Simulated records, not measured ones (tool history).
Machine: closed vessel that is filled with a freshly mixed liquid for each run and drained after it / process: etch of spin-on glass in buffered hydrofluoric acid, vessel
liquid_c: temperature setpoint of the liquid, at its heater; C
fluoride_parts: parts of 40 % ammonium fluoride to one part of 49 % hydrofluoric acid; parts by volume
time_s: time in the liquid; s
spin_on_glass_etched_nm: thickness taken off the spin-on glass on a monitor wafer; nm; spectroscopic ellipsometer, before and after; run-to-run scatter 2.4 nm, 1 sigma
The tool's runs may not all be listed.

run 1 day=0 | liquid_c=24 fluoride_parts=15.5 time_s=85 | spin_on_glass_etched_nm=212.36
run 2 day=0.262 | liquid_c=24 fluoride_parts=15.5 time_s=90 | spin_on_glass_etched_nm=224.41
run 3 day=0.517 | liquid_c=24 fluoride_parts=15.5 time_s=85 | spin_on_glass_etched_nm=211.88
run 4 day=0.579 | liquid_c=24 fluoride_parts=14 time_s=85 | spin_on_glass_etched_nm=234.17
run 5 day=0.675 | liquid_c=24 fluoride_parts=14 time_s=85 | spin_on_glass_etched_nm=232.38
run 6 day=0.825 | liquid_c=24 fluoride_parts=14 time_s=85 | spin_on_glass_etched_nm=235.14

Run 7, settings as shown, results not yet in. Your forecast:
run 7 day=1.188 | liquid_c=24 fluoride_parts=14 time_s=85 | spin_on_glass_etched_nm=?

{"run 7": {"spin_on_glass_etched_nm": 233.82}}

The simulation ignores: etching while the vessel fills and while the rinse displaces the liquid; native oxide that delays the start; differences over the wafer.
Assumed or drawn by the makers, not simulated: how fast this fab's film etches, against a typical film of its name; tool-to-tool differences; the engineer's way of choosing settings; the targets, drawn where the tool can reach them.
